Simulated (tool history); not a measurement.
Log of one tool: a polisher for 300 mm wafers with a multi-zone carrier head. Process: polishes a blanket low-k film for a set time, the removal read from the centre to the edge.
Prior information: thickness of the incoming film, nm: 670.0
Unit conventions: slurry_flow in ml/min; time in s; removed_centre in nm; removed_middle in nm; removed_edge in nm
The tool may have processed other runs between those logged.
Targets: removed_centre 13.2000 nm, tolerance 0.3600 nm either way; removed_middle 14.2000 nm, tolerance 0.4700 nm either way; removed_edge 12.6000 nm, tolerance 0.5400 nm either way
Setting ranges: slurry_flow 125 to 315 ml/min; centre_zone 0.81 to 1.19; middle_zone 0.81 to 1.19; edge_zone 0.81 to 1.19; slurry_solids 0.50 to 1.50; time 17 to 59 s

Run 1, hour 0.0: slurry_flow 205 ml/min, centre_zone 1.00, middle_zone 1.00, edge_zone 1.00, slurry_solids 1.00, time 38 s. Result: removed_centre 8.2810 nm, removed_middle 8.3747 nm, removed_edge 8.2825 nm.
Run 2, hour 6.6: slurry_flow 205 ml/min, centre_zone 1.00, middle_zone 1.00, edge_zone 1.00, slurry_solids 0.85, time 38 s. Result: removed_centre 8.0016 nm, removed_middle 7.8622 nm, removed_edge 7.7844 nm.
Run 3, hour 10.2: slurry_flow 205 ml/min, centre_zone 1.00, middle_zone 1.00, edge_zone 1.00, slurry_solids 0.85, time 44 s. Result: removed_centre 9.1922 nm, removed_middle 8.9935 nm, removed_edge 9.1235 nm.
Run 4, hour 17.0: slurry_flow 215 ml/min, centre_zone 1.02, middle_zone 1.03, edge_zone 1.01, slurry_solids 0.95, time 44 s. Result: removed_centre 9.8634 nm, removed_middle 9.7795 nm, removed_edge 9.5405 nm.
Run 5, hour 20.8: slurry_flow 220 ml/min, centre_zone 1.03, middle_zone 1.05, edge_zone 1.03, slurry_solids 1.05, time 44 s. Result: removed_centre 10.4200 nm, removed_middle 10.3190 nm, removed_edge 10.2230 nm.
Run 6, hour 22.5: slurry_flow 220 ml/min, centre_zone 1.03, middle_zone 1.05, edge_zone 1.03, slurry_solids 1.05, time 39 s. Result: removed_centre 9.1779 nm, removed_middle 9.0218 nm, removed_edge 8.9698 nm.
Run 7, hour 24.9: slurry_flow 220 ml/min, centre_zone 1.03, middle_zone 1.07, edge_zone 1.02, slurry_solids 1.10, time 40 s. Result: removed_centre 9.4470 nm, removed_middle 9.6007 nm, removed_edge 9.3700 nm.
Run 8, hour 29.8: slurry_flow 225 ml/min, centre_zone 1.04, middle_zone 1.09, edge_zone 1.01, slurry_solids 1.15, time 41 s. Result: removed_centre 9.9552 nm, removed_middle 10.1750 nm, removed_edge 9.6711 nm.
At hour 31.2: slurry nozzle cleaned.
Run 9, hour 31.2: slurry_flow 230 ml/min, centre_zone 1.05, middle_zone 1.10, edge_zone 1.01, slurry_solids 1.20, time 42 s. Result: removed_centre 11.2840 nm, removed_middle 11.5900 nm, removed_edge 10.4740 nm.
Run 10, hour 35.2: slurry_flow 235 ml/min, centre_zone 1.05, middle_zone 1.11, edge_zone 1.02, slurry_solids 1.25, time 42 s. Result: removed_centre 11.5190 nm, removed_middle 11.6230 nm, removed_edge 10.8600 nm.
Run 11, hour 43.0: slurry_flow 240 ml/min, centre_zone 1.05, middle_zone 1.12, edge_zone 1.02, slurry_solids 1.30, time 42 s. Result: removed_centre 11.5960 nm, removed_middle 11.7290 nm, removed_edge 10.8500 nm.
Run 12, hour 43.7: slurry_flow 235 ml/min, centre_zone 1.05, middle_zone 1.13, edge_zone 1.02, slurry_solids 1.35, time 42 s. Result: removed_centre 11.7070 nm, removed_middle 11.9940 nm, removed_edge 11.0080 nm.
Run 13, hour 52.8: slurry_flow 245 ml/min, centre_zone 1.05, middle_zone 1.14, edge_zone 1.02, slurry_solids 1.35, time 42 s. Result: removed_centre 11.8090 nm, removed_middle 12.1780 nm, removed_edge 11.0190 nm.
Run 14, hour 60.9: slurry_flow 240 ml/min, centre_zone 1.05, middle_zone 1.15, edge_zone 1.02, slurry_solids 1.35, time 42 s. Result: removed_centre 11.7040 nm, removed_middle 12.2270 nm, removed_edge 10.9630 nm.
Run 15, hour 63.5: slurry_flow 245 ml/min, centre_zone 1.05, middle_zone 1.16, edge_zone 1.02, slurry_solids 1.35, time 42 s. Result: removed_centre 11.7600 nm, removed_middle 12.3100 nm, removed_edge 10.8270 nm.
Run 16, hour 66.8: slurry_flow 240 ml/min, centre_zone 1.05, middle_zone 1.16, edge_zone 1.02, slurry_solids 1.35, time 43 s. Result: removed_centre 12.0750 nm, removed_middle 12.4930 nm, removed_edge 11.0770 nm.

Exercise: of the 5 proposed moves below, exactly one satisfies all targets within the stated allowed misses. Which move is it?
Run A, hour 70.1: slurry_flow 250 ml/min, centre_zone 1.02, middle_zone 1.15, edge_zone 1.02, slurry_solids 1.45, time 47 s. Result: removed_centre ?, removed_middle ?, removed_edge ?.
Run B, hour 70.1: slurry_flow 250 ml/min, centre_zone 0.84, middle_zone 1.12, edge_zone 1.05, slurry_solids 1.50, time 53 s. Result: removed_centre ?, removed_middle ?, removed_edge ?.
Run C, hour 70.1: slurry_flow 250 ml/min, centre_zone 1.06, middle_zone 1.19, edge_zone 0.87, slurry_solids 1.30, time 47 s. Result: removed_centre ?, removed_middle ?, removed_edge ?.
Run D, hour 70.1: slurry_flow 220 ml/min, centre_zone 0.96, middle_zone 0.88, edge_zone 1.19, slurry_solids 1.45, time 44 s. Result: removed_centre ?, removed_middle ?, removed_edge ?.
Run E, hour 70.1: slurry_flow 245 ml/min, centre_zone 0.98, middle_zone 1.10, edge_zone 1.13, slurry_solids 1.50, time 49 s. Result: removed_centre ?, removed_middle ?, removed_edge ?.

move  removed_centre  removed_middle  removed_edge
   A         12.8790         13.8690       12.7030
   B         12.0570         15.4670       14.6630
   C         12.9650         13.8140       11.4810
   D         11.1230         10.2920       12.6700
   E         12.9860         14.0440       14.0040
A: every result within its allowed miss
B: pushes the last run's worst result past its target
C: puts the biggest miss on target and leaves a different result outside tolerance
D: moves away from the targets compared with the last run
E: puts the biggest miss on target and leaves a different result outside tolerance
The move that meets every target is A.
